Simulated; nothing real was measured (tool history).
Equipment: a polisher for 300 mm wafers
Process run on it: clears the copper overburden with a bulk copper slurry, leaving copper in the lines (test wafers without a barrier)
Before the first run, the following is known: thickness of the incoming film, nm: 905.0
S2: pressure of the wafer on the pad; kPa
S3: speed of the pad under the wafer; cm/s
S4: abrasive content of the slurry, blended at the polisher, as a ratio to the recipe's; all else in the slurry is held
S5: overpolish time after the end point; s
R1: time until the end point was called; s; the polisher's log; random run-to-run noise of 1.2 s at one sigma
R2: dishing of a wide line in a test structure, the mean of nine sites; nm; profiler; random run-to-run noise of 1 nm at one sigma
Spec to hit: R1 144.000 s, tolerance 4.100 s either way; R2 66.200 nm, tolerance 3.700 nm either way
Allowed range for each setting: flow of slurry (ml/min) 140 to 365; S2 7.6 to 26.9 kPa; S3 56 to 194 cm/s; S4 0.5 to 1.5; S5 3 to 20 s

Run 1, hour 0.0: flow of slurry (ml/min) 235, S2 17.2 kPa, S3 124 cm/s, S4 1.0, S5 10 s. Result: R1 111.710 s, R2 55.717 nm.
Run 2, hour 5.5: flow of slurry (ml/min) 235, S2 17.2 kPa, S3 146 cm/s, S4 1.0, S5 10 s. Result: R1 94.430 s, R2 62.372 nm.
Run 3, hour 13.6: flow of slurry (ml/min) 235, S2 17.2 kPa, S3 146 cm/s, S4 0.8, S5 10 s. Result: R1 97.948 s, R2 60.170 nm.
Run 4, hour 18.2: flow of slurry (ml/min) 200, S2 17.2 kPa, S3 146 cm/s, S4 0.8, S5 10 s. Result: R1 100.050 s, R2 60.382 nm.
Run 5, hour 23.2: flow of slurry (ml/min) 200, S2 17.2 kPa, S3 146 cm/s, S4 0.8, S5 12 s. Result: R1 98.721 s, R2 68.293 nm.
At hour 32.2: slurry blender recalibrated.
Run 6, hour 32.2: flow of slurry (ml/min) 200, S2 15.9 kPa, S3 146 cm/s, S4 0.8, S5 13 s. Result: R1 104.800 s, R2 69.877 nm.
Run 7, hour 38.4: flow of slurry (ml/min) 200, S2 14.5 kPa, S3 146 cm/s, S4 0.8, S5 14 s. Result: R1 114.890 s, R2 67.415 nm.
Run 8, hour 44.6: flow of slurry (ml/min) 200, S2 13.8 kPa, S3 146 cm/s, S4 0.8, S5 15 s. Result: R1 120.240 s, R2 67.830 nm.
Run 9, hour 48.7: flow of slurry (ml/min) 200, S2 13.1 kPa, S3 146 cm/s, S4 0.8, S5 15 s. Result: R1 126.930 s, R2 64.158 nm.
Run 10, hour 51.4: flow of slurry (ml/min) 200, S2 12.4 kPa, S3 146 cm/s, S4 0.8, S5 15 s. Result: R1 129.980 s, R2 63.408 nm.
Run 11, hour 58.5: flow of slurry (ml/min) 190, S2 10.3 kPa, S3 146 cm/s, S4 0.8, S5 17 s. Result: R1 158.740 s, R2 59.230 nm.
Run 12, hour 61.4: flow of slurry (ml/min) 200, S2 10.3 kPa, S3 146 cm/s, S4 0.8, S5 17 s. Result: R1 158.000 s, R2 58.508 nm.
Run 13, hour 63.4: flow of slurry (ml/min) 200, S2 11.0 kPa, S3 146 cm/s, S4 0.8, S5 17 s. Result: R1 148.560 s, R2 61.720 nm.
Run 14, hour 71.5: flow of slurry (ml/min) 200, S2 11.7 kPa, S3 146 cm/s, S4 0.8, S5 18 s. Result: R1 139.000 s, R2 68.673 nm.

Of the 4 settings listed for the next run, only one would bring every result within its allowed miss of target. Which one?
Run A, hour 79.6: flow of slurry (ml/min) 240, S2 10.3 kPa, S3 164 cm/s, S4 0.9, S5 14 s. Result: R1 ?, R2 ?.
Run B, hour 79.6: flow of slurry (ml/min) 225, S2 10.3 kPa, S3 184 cm/s, S4 0.5, S5 18 s. Result: R1 ?, R2 ?.
Run C, hour 79.6: flow of slurry (ml/min) 205, S2 12.4 kPa, S3 144 cm/s, S4 0.8, S5 14 s. Result: R1 ?, R2 ?.
Run D, hour 79.6: flow of slurry (ml/min) 235, S2 10.3 kPa, S3 160 cm/s, S4 0.7, S5 18 s. Result: R1 ?, R2 ?.

move       R1      R2
   A  135.050  59.630
   B  129.110  72.690
   C  132.320  61.764
   D  142.690  68.184
A: its largest miss is bigger than the last run's
B: its largest miss is bigger than the last run's
C: its largest miss is bigger than the last run's
D: in spec on every target
The move that meets every target is D.
